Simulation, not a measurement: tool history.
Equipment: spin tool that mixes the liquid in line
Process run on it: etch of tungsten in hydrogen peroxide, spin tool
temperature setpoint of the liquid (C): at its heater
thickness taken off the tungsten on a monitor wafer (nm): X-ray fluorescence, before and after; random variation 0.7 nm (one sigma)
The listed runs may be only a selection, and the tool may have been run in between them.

run	day	temperature setpoint of the liquid (C)	concentration of hydrogen peroxide in the mixed liquid (% by weight)	time under the liquid (s)	thickness taken off the tungsten on a monitor wafer (nm)
1	0	55	22.5	50	113.52
2	0.321	53	22.5	50	101.51
3	0.6	55.5	22.5	50	114.66
4	0.842	62	22.5	50	171.41
5	1.121	59.5	22.5	50	146.88
6	1.3	56.5	22.5	50	124.13
7	1.592	54	22.5	50	107.39
8	1.867	52.5	22.5	50	99.203
9	2.017	51	22.5	50	89.044
10	2.275	51	22.5	50	89.22
11	2.333	50.5	22.5	50	86.671
12	2.65	50	22.5	50	83.07

Estimate the outcome of run 13 from the log above:
13	2.821	49.5	22.5	50	?

Run 13 measured thickness taken off the tungsten on a monitor wafer (nm) 81.631.
